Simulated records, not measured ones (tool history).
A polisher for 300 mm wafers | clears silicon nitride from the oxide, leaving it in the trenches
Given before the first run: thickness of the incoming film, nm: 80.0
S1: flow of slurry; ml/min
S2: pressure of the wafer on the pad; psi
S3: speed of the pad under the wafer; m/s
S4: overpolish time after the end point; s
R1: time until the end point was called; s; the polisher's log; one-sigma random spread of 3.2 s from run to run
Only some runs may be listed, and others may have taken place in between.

{"run": 1, "hour": 0.0, "S1": 165, "S2": 3.3, "S3": 1.24, "S4": 3, "R1": 75.754}
{"run": 2, "hour": 3.5, "S1": 165, "S2": 2.6, "S3": 1.24, "S4": 3, "R1": 84.099}
{"run": 3, "hour": 11.5, "S1": 160, "S2": 2.3, "S3": 1.06, "S4": 3, "R1": 104.88}
{"run": 4, "hour": 20.5, "S1": 160, "S2": 2.3, "S3": 1.36, "S4": 3, "R1": 86.786}
{"run": 5, "hour": 21.8, "S1": 160, "S2": 2.3, "S3": 1.36, "S4": 3, "R1": 83.802}
{"run": 6, "hour": 22.5, "S1": 155, "S2": 2.1, "S3": 1.16, "S4": 3, "R1": 101.69}

For run 7, what comes out?
{"run": 7, "hour": 26.3, "S1": 150, "S2": 1.9, "S3": 1.0, "S4": 3, "R1": "?"}

{"run 7": {"R1": 123.59}}

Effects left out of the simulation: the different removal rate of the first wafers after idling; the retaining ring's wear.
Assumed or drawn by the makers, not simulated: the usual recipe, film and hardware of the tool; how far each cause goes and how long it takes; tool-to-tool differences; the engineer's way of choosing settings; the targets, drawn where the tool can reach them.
